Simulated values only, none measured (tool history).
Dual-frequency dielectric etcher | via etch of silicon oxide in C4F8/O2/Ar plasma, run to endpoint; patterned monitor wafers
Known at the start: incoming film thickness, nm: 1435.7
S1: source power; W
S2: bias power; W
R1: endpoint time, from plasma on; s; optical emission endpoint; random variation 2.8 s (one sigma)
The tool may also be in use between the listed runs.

Run 1, day 0: S1 1410 W, S2 2291 W. Result: R1 331.84 s.
Run 2, day 0.033: S1 1290 W, S2 2173 W. Result: R1 350.73 s.
Run 3, day 0.354: S1 1290 W, S2 2504 W. Result: R1 333.05 s.
Run 4, day 0.688: S1 1190 W, S2 2377 W. Result: R1 355.21 s.
At day 0.825: wet clean of the chamber.
Run 5, day 0.825: S1 990 W, S2 2377 W. Result: R1 364.34 s.
Run 6, day 1.108: S1 990 W, S2 1975 W. Result: R1 385.91 s.

Forecast run 7:
Run 7, day 1.308: S1 960 W, S2 1923 W. Result: R1 ?.

{"run 7": {"R1": 396.18}}

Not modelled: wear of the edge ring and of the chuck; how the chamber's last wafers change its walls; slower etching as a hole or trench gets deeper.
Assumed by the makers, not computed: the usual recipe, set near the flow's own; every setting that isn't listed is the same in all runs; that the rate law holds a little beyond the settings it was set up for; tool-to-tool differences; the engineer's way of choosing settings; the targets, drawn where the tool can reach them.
